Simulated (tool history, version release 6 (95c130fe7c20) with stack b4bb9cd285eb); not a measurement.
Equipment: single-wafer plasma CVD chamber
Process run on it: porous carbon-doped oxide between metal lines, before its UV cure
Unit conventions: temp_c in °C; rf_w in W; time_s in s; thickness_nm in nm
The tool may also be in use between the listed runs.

run,hour,temp_c,rf_w,time_s,thickness_nm
1,0,305,605,13.7,85.085
2,8.5,305,605,13.7,85.495
3,13.8,305,535,13.7,75.387
4,17.7,308,530,13.7,74.136
5,21.9,308,460,13.7,61.464
6,22.6,308,505,13.7,69.866
7,27.8,309,505,13.7,69.411
8,29.5,310,505,13.7,69.291

Run 9 has not been measured yet. What should we expect?
9,30.4,317,490,13.7,?

thickness_nm: 64.751 nm
